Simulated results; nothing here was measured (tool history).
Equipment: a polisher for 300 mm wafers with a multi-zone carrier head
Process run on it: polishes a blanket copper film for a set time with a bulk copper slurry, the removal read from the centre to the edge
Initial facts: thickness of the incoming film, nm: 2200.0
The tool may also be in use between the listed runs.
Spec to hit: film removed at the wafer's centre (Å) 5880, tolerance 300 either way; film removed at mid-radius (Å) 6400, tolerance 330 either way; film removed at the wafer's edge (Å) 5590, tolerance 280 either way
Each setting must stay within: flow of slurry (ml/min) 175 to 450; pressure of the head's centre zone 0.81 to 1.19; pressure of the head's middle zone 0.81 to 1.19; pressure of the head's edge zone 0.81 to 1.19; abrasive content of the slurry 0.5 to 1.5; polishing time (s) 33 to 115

run,hour,flow of slurry (ml/min),pressure of the head's centre zone,pressure of the head's middle zone,pressure of the head's edge zone,abrasive content of the slurry,polishing time (s),film removed at the wafer's centre (Å),film removed at mid-radius (Å),film removed at the wafer's edge (Å)
1,0,290,1,1,1,1,73,7284.9,7318.4,7009.8
2,8.6,330,1,1,1,1,73,7221.6,7240.7,7144.1
3,9.9,330,1,1,1,1,82,8211.8,8369.1,7805.3
4,18,320,0.99,1.02,0.96,0.85,77,7225.2,7376.8,6851.9
5,22.3,315,0.97,1.03,0.93,0.75,76,6973.9,7452.1,6840.4
6,27.8,315,1.03,1.03,0.93,0.75,76,7370,7483.5,6734
7,28.4,315,1.02,1.04,0.92,0.7,72,6871.2,7163.8,6169.6
8,30.1,315,1,1.04,0.92,0.65,70,6589.5,6698.6,6117.6

Which of these 5 next moves meets every target?
A,31.8,305,0.85,0.97,1.01,0.6,76,?,?,?
B,31.8,300,0.96,0.91,1.02,0.65,78,?,?,?
C,31.8,295,1.01,0.85,1.04,0.5,80,?,?,?
D,31.8,345,1.1,1.03,0.95,0.75,64,?,?,?
E,31.8,345,0.98,1.05,0.92,0.85,62,?,?,?

move,film removed at the wafer's centre (Å),film removed at mid-radius (Å),film removed at the wafer's edge (Å)
A,5859.6,6649.4,6756.2
B,6779.9,6547.8,7062.5
C,6956.8,6069.8,7002.1
D,6515,6163.3,5772.1
E,5819.3,6211.7,5633.2
A: brings the result that was furthest off to its target, and leaves another outside
B: the biggest miss grows against the last run
C: the biggest miss grows against the last run
D: moves toward the targets from the last run without getting all of them in spec
E: all results land within tolerance of their targets
Go with E: it meets all targets.

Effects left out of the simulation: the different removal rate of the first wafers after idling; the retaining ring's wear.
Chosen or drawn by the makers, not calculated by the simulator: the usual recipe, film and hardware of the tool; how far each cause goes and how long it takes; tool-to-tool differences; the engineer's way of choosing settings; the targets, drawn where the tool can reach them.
